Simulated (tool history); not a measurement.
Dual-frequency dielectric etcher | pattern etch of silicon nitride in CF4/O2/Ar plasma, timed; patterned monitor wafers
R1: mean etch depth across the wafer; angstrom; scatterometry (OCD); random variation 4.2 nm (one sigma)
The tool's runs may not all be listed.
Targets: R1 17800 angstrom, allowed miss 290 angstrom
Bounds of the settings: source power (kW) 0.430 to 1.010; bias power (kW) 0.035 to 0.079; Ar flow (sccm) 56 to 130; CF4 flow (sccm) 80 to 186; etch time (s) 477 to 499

run 1 hour=0.0 | source_power_(kW)=0.720 bias_power_(kW)=0.057 Ar_flow_(sccm)=93 CF4_flow_(sccm)=133 etch_time_(s)=477 | R1=14363
run 2 hour=2.7 | source_power_(kW)=0.740 bias_power_(kW)=0.057 Ar_flow_(sccm)=93 CF4_flow_(sccm)=133 etch_time_(s)=477 | R1=14678
run 3 hour=11.2 | source_power_(kW)=0.740 bias_power_(kW)=0.057 Ar_flow_(sccm)=82 CF4_flow_(sccm)=133 etch_time_(s)=477 | R1=14808
run 4 hour=18.2 | source_power_(kW)=0.740 bias_power_(kW)=0.057 Ar_flow_(sccm)=82 CF4_flow_(sccm)=119 etch_time_(s)=477 | R1=14772
run 5 hour=24.6 | source_power_(kW)=0.740 bias_power_(kW)=0.057 Ar_flow_(sccm)=68 CF4_flow_(sccm)=119 etch_time_(s)=477 | R1=15056
run 6 hour=30.0 | source_power_(kW)=0.740 bias_power_(kW)=0.057 Ar_flow_(sccm)=56 CF4_flow_(sccm)=119 etch_time_(s)=477 | R1=15266
run 7 hour=30.9 | source_power_(kW)=0.760 bias_power_(kW)=0.057 Ar_flow_(sccm)=56 CF4_flow_(sccm)=119 etch_time_(s)=477 | R1=15633
run 8 hour=33.8 | source_power_(kW)=0.770 bias_power_(kW)=0.057 Ar_flow_(sccm)=56 CF4_flow_(sccm)=119 etch_time_(s)=477 | R1=15757
run 9 hour=39.6 | source_power_(kW)=0.780 bias_power_(kW)=0.057 Ar_flow_(sccm)=56 CF4_flow_(sccm)=119 etch_time_(s)=477 | R1=15928
run 10 hour=45.0 | source_power_(kW)=0.790 bias_power_(kW)=0.057 Ar_flow_(sccm)=56 CF4_flow_(sccm)=119 etch_time_(s)=477 | R1=16105
run 11 hour=48.9 | source_power_(kW)=0.790 bias_power_(kW)=0.057 Ar_flow_(sccm)=56 CF4_flow_(sccm)=119 etch_time_(s)=477 | R1=16201
run 12 hour=51.7 | source_power_(kW)=0.790 bias_power_(kW)=0.057 Ar_flow_(sccm)=56 CF4_flow_(sccm)=119 etch_time_(s)=477 | R1=16111
run 13 hour=54.5 | source_power_(kW)=0.800 bias_power_(kW)=0.057 Ar_flow_(sccm)=56 CF4_flow_(sccm)=119 etch_time_(s)=477 | R1=16360
run 14 hour=59.9 | source_power_(kW)=0.810 bias_power_(kW)=0.057 Ar_flow_(sccm)=56 CF4_flow_(sccm)=119 etch_time_(s)=477 | R1=16465
run 15 hour=61.7 | source_power_(kW)=0.820 bias_power_(kW)=0.057 Ar_flow_(sccm)=56 CF4_flow_(sccm)=119 etch_time_(s)=477 | R1=16660
run 16 hour=65.8 | source_power_(kW)=0.830 bias_power_(kW)=0.057 Ar_flow_(sccm)=56 CF4_flow_(sccm)=119 etch_time_(s)=477 | R1=16838
run 17 hour=72.3 | source_power_(kW)=0.840 bias_power_(kW)=0.057 Ar_flow_(sccm)=56 CF4_flow_(sccm)=119 etch_time_(s)=477 | R1=16936

5 next moves are on the table. One of them brings every result within its allowed miss. Which?
run A hour=78.8 | source_power_(kW)=0.780 bias_power_(kW)=0.068 Ar_flow_(sccm)=56 CF4_flow_(sccm)=120 etch_time_(s)=484 | R1=?
run B hour=78.8 | source_power_(kW)=0.840 bias_power_(kW)=0.056 Ar_flow_(sccm)=56 CF4_flow_(sccm)=128 etch_time_(s)=499 | R1=?
run C hour=78.8 | source_power_(kW)=0.820 bias_power_(kW)=0.066 Ar_flow_(sccm)=63 CF4_flow_(sccm)=131 etch_time_(s)=477 | R1=?
run D hour=78.8 | source_power_(kW)=0.800 bias_power_(kW)=0.069 Ar_flow_(sccm)=56 CF4_flow_(sccm)=117 etch_time_(s)=485 | R1=?
run E hour=78.8 | source_power_(kW)=0.810 bias_power_(kW)=0.052 Ar_flow_(sccm)=56 CF4_flow_(sccm)=121 etch_time_(s)=486 | R1=?

move=A R1=16820
move=B R1=17770
move=C R1=17109
move=D R1=17255
move=E R1=16483
A: further off than the last run
B: meets every target
C: nearer than the last run, and not there yet
D: nearer than the last run, and not there yet
E: further off than the last run
Answer: B

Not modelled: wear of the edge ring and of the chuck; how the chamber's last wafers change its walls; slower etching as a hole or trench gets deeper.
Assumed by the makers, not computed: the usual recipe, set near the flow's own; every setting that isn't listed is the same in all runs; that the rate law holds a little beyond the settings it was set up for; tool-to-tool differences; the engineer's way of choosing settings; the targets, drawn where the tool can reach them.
